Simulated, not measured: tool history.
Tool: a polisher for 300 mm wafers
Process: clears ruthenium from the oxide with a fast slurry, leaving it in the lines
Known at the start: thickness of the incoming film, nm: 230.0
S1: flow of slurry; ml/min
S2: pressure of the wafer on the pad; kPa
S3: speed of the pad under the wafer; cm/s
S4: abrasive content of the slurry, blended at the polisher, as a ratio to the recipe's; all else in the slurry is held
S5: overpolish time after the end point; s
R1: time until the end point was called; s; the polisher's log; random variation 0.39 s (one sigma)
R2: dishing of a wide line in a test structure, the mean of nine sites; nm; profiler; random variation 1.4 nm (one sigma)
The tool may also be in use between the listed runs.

run,day,S1,S2,S3,S4,S5,R1,R2
1,0.000,265,17.2,120,1.0,12,56.761,39.512
2,0.338,265,20.0,120,1.0,12,47.863,44.088
3,0.442,265,21.4,120,1.0,13,45.572,49.625
4,0.596,265,21.4,120,0.9,13,48.084,48.255
5,0.683,265,22.8,120,0.9,13,44.452,52.772
6,0.750,310,22.8,120,0.9,13,43.776,52.141
7,0.825,310,24.1,120,0.9,13,41.742,53.978
8,0.938,310,24.8,122,0.9,13,39.642,56.192
9,1.100,310,25.5,122,0.9,13,38.179,56.825

Forecast run 10:
10,1.258,310,26.2,122,0.9,13,?,?

R1: 37.813 s
R2: 58.425 nm

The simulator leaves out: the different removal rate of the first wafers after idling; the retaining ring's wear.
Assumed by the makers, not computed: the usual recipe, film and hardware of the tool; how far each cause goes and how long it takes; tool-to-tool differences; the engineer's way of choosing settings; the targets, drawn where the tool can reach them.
